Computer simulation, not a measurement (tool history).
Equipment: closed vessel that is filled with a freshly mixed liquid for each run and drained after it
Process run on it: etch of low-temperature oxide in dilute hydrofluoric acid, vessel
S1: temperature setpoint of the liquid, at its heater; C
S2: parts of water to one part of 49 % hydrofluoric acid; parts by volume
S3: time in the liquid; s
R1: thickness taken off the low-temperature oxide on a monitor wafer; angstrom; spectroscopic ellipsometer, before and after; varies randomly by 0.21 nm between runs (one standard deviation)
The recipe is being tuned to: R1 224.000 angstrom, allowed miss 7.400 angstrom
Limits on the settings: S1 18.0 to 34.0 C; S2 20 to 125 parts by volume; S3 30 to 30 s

run,hour,S1,S2,S3,R1
1,0.0,26.0,70,30,67.924
2,3.5,26.0,50,30,97.169
3,11.4,26.0,70,30,67.737
4,17.9,27.5,60,30,84.713
5,24.2,29.0,50,30,108.690
6,32.1,29.0,50,30,111.820
7,37.7,29.0,50,30,110.340
8,43.9,30.0,45,30,129.320
9,49.2,31.0,40,30,152.230
10,51.0,34.0,25,30,281.280
11,55.8,33.5,25,30,274.720
12,57.1,33.0,25,30,267.850
13,65.9,32.5,25,30,263.290
14,67.7,32.0,25,30,261.280

Next run, 5 choices. One meets every target within its allowed miss, the rest don't. Which?
A,69.5,33.5,30,30,?
B,69.5,26.0,20,30,?
C,69.5,34.0,25,30,?
D,69.5,32.0,20,30,?
E,69.5,28.5,20,30,?

move,R1
A,223.300
B,251.520
C,275.650
D,321.200
E,278.850
A: all results land within tolerance of their targets
B: gains on the last run, yet a result remains outside its allowed miss
C: misses by more than the last run did
D: misses by more than the last run did
E: misses by more than the last run did
The move that meets every target is A.
